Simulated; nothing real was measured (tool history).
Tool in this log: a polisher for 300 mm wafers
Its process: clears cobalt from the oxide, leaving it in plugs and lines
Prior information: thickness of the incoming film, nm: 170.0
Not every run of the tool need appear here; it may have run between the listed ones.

| run | day | flow of slurry (ml/min) | pressure of the wafer on the pad (kPa) | speed of the pad under the wafer (m/s) | overpolish time after the end point (s) | time until the end point was called (s) | dishing of a wide line in a test structure (Å) |
|---|---|---|---|---|---|---|---|
| 1 | 0 | 315 | 15.9 | 0.9 | 29 | 42.666 | 626.45 |
| 2 | 0.2 | 315 | 14.5 | 0.9 | 29 | 47.138 | 614.18 |
| 3 | 0.492 | 315 | 14.5 | 0.9 | 20 | 47.088 | 505.04 |
| 4 | 0.783 | 315 | 15.2 | 0.9 | 22 | 45.538 | 541.37 |
| 5 | 0.875 | 315 | 15.2 | 0.9 | 33 | 45.239 | 661.18 |
| 6 | 1.042 | 315 | 15.9 | 0.9 | 33 | 43.478 | 649.27 |
| 7 | 1.067 | 315 | 16.5 | 0.9 | 34 | 41.244 | 694.17 |
| 8 | 1.396 | 315 | 17.2 | 0.9 | 34 | 40.337 | 687.12 |
| 9 | 1.433 | 315 | 17.9 | 0.9 | 34 | 38.746 | 690.88 |

Run 10, settings as shown, results not yet in. Your forecast:
| 10 | 1.779 | 315 | 18.6 | 0.9 | 34 | ? | ? |

{"run 10": {"time until the end point was called (s)": 36.58, "dishing of a wide line in a test structure (Å)": 701.31}}
